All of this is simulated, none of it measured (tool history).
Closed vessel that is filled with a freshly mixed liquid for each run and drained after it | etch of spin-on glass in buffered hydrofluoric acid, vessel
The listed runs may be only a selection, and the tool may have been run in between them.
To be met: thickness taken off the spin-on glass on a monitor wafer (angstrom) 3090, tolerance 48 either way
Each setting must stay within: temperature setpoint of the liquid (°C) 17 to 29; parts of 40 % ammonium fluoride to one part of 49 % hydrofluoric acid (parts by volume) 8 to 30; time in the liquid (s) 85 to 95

run,hour,temperature setpoint of the liquid (°C),parts of 40 % ammonium fluoride to one part of 49 % hydrofluoric acid (parts by volume),time in the liquid (s),thickness taken off the spin-on glass on a monitor wafer (angstrom)
1,0,21,22.5,85,1142.3
2,3,21,22.5,95,1278.7
3,9,21,27,95,1121.6
4,18.2,21,27,95,1124.1
5,24.9,22.5,27,95,1224.6
6,26.7,24,23.5,95,1454.2
7,35.4,25,20.5,95,1692.3
8,42,26,18,95,2014.4
9,47.1,26.5,16.5,95,2237.3

Which one of the following 5 next-run settings gets every result inside its allowed miss? There is exactly one.
A,52.2,27.5,12,95,?
B,52.2,29,15.5,95,?
C,52.2,26.5,12,95,?
D,52.2,28,12.5,95,?
E,52.2,22.5,9,95,?

move,thickness taken off the spin-on glass on a monitor wafer (angstrom)
A,3246.9
B,2736.9
C,3077.7
D,3204.1
E,3160.5
A: moves the result that the last run missed by most past its target, out the other side
B: closer than the last run, but not yet in spec
C: meets every target
D: moves the result that the last run missed by most past its target, out the other side
E: moves the result that the last run missed by most past its target, out the other side
Go with C: it meets all targets.
